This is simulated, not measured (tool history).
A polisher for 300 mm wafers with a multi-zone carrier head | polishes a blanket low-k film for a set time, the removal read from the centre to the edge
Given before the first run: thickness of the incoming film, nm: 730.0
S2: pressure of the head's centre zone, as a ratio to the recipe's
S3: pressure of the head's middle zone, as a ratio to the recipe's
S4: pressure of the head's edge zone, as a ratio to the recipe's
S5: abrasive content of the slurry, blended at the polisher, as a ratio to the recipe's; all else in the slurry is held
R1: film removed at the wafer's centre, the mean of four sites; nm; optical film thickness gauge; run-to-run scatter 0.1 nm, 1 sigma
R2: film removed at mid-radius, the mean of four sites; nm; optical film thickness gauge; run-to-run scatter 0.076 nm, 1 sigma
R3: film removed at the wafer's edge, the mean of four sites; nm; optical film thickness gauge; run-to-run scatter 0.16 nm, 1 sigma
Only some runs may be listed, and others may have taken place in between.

run 1 day=0 | flow_of_slurry_(ml/min)=300 S2=1 S3=1 S4=1 S5=1 polishing_time_(s)=52 | R1=20.323 R2=20.92 R3=20.871
run 2 day=0.138 | flow_of_slurry_(ml/min)=295 S2=1 S3=0.98 S4=0.99 S5=0.95 polishing_time_(s)=50 | R1=19.155 R2=19.291 R3=19.177
run 3 day=0.479 | flow_of_slurry_(ml/min)=290 S2=0.99 S3=0.96 S4=1 S5=0.9 polishing_time_(s)=48 | R1=17.546 R2=17.689 R3=18.084
run 4 day=0.808 | flow_of_slurry_(ml/min)=290 S2=0.99 S3=0.96 S4=1 S5=0.8 polishing_time_(s)=48 | R1=16.65 R2=16.497 R3=17.385
run 5 day=0.925 | flow_of_slurry_(ml/min)=290 S2=0.94 S3=0.96 S4=1 S5=0.8 polishing_time_(s)=48 | R1=15.632 R2=16.509 R3=16.973
run 6 day=1.262 | flow_of_slurry_(ml/min)=290 S2=0.94 S3=1.01 S4=1 S5=0.8 polishing_time_(s)=48 | R1=15.994 R2=17.22 R3=17.232
run 7 day=1.492 | flow_of_slurry_(ml/min)=285 S2=0.95 S3=0.98 S4=0.99 S5=0.75 polishing_time_(s)=47 | R1=15.156 R2=15.742 R3=15.917
run 8 day=1.767 | flow_of_slurry_(ml/min)=245 S2=0.95 S3=0.88 S4=0.94 S5=0.5 polishing_time_(s)=43 | R1=10.5 R2=10.335 R3=11
run 9 day=1.971 | flow_of_slurry_(ml/min)=255 S2=0.96 S3=0.88 S4=0.94 S5=0.5 polishing_time_(s)=43 | R1=10.854 R2=10.31 R3=11.132
-- day=2.012 worn pad replaced by a new one
run 10 day=2.012 | flow_of_slurry_(ml/min)=265 S2=0.96 S3=0.88 S4=0.94 S5=0.5 polishing_time_(s)=43 | R1=11.666 R2=11.25 R3=12.239

Run 11 comes next. What will it give?
run 11 day=2.192 | flow_of_slurry_(ml/min)=265 S2=0.97 S3=0.87 S4=0.94 S5=0.5 polishing_time_(s)=43 | R1=? R2=? R3=?

Run 11 yielded R1 11.663 nm, R2 11.128 nm, R3 12.038 nm.

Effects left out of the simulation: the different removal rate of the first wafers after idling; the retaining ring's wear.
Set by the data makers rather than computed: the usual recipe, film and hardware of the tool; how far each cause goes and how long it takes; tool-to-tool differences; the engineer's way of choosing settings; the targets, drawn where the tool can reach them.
